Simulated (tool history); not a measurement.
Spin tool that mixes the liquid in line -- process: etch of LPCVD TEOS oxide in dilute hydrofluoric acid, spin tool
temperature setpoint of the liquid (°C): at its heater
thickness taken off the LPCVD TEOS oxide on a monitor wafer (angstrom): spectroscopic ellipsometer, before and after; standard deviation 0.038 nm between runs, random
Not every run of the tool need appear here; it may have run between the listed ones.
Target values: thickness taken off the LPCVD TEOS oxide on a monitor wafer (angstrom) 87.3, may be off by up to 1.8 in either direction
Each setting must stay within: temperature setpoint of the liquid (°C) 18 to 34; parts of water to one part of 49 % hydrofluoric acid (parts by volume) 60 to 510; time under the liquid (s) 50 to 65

run    day  temperature setpoint of the liquid (°C)  parts of water to one part of 49 % hydrofluoric acid (parts by volume)  time under the liquid (s)  thickness taken off the LPCVD TEOS oxide on a monitor wafer (angstrom)
  1      0                                       26                                                                     285                         65                                                                  108.89
  2    0.1                                       26                                                                     285                         65                                                                  108.86
  3  0.383                                       26                                                                     190                         65                                                                  181.82
  4  0.475                                     24.5                                                                     190                         65                                                                  173.13
  5  0.538                                       23                                                                     215                         65                                                                  140.33
  6  0.862                                       22                                                                     230                         65                                                                  123.97
  7  0.917                                       21                                                                     240                         65                                                                  112.64
  8  1.288                                     20.5                                                                     245                         65                                                                   108.6
  9  1.321                                       18                                                                     280                         65                                                                  83.373

5 candidate next runs follow, results not yet known. Just one meets every target within its allowed miss. Identify it.
  A  1.354                                       22                                                                     320                         65                                                                       ?
  B  1.354                                     20.5                                                                     245                         50                                                                       ?
  C  1.354                                       20                                                                     270                         60                                                                       ?
  D  1.354                                     18.5                                                                     290                         65                                                                       ?
  E  1.354                                       20                                                                     280                         60                                                                       ?

move  thickness taken off the LPCVD TEOS oxide on a monitor wafer (angstrom)
   A                                                                  82.285
   B                                                                  83.958
   C                                                                  87.666
   D                                                                  82.137
   E                                                                  83.768
A: its largest miss is bigger than the last run's
B: an improvement on the last run, though not all results are within tolerance
C: every result within its allowed miss
D: its largest miss is bigger than the last run's
E: an improvement on the last run, though not all results are within tolerance
So the answer is move C, the one that meets all the targets.
